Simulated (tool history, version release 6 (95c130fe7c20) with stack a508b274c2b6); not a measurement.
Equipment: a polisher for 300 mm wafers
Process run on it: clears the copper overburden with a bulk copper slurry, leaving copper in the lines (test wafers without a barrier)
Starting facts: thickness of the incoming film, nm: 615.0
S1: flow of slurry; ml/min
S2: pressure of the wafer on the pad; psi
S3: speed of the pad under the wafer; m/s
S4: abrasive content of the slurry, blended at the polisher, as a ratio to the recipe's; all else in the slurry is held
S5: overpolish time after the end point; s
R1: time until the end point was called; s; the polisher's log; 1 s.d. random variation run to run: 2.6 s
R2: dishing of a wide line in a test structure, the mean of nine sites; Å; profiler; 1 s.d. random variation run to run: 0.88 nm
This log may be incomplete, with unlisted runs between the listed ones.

run 1 hour=0.0 | S1=150 S2=1.7 S3=1.22 S4=1.0 S5=27 | R1=99.479 R2=766.14
run 2 hour=3.1 | S1=150 S2=1.7 S3=1.22 S4=1.0 S5=33 | R1=95.288 R2=838.76
run 3 hour=5.0 | S1=130 S2=1.7 S3=1.22 S4=1.0 S5=33 | R1=102.580 R2=828.73
run 4 hour=7.7 | S1=130 S2=2.0 S3=1.22 S4=1.0 S5=33 | R1=90.220 R2=889.10
run 5 hour=11.9 | S1=100 S2=2.0 S3=1.22 S4=1.0 S5=33 | R1=98.732 R2=866.69
run 6 hour=18.2 | S1=105 S2=1.8 S3=1.22 S4=1.0 S5=31 | R1=103.190 R2=822.89
run 7 hour=25.0 | S1=110 S2=1.7 S3=1.20 S4=1.0 S5=28 | R1=108.600 R2=745.98

Run 8 has not been measured yet. What should we expect?
run 8 hour=26.7 | S1=110 S2=1.6 S3=1.18 S4=1.0 S5=26 | R1=? R2=?

Run 8 produced R1 115.020 s, R2 665.87 Å.
